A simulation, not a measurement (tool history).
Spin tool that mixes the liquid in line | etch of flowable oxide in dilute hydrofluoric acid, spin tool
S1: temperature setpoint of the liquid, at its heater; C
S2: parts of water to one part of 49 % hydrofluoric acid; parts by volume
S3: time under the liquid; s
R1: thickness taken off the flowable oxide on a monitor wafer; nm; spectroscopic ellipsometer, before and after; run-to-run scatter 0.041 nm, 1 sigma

run	hour	S1	S2	S3	R1
1	0.0	22.0	200	15	4.3486
2	7.7	22.0	200	15	4.3322
3	12.2	23.5	200	15	4.6371
4	19.0	24.5	190	15	5.0622
5	26.7	24.5	190	15	5.1108
6	27.7	25.0	180	15	5.5842
7	29.8	25.0	180	15	5.5426
8	36.1	25.5	175	15	5.8687

What will run 9 give?
9	43.7	26.0	170	15	?

R1: 6.1483 nm
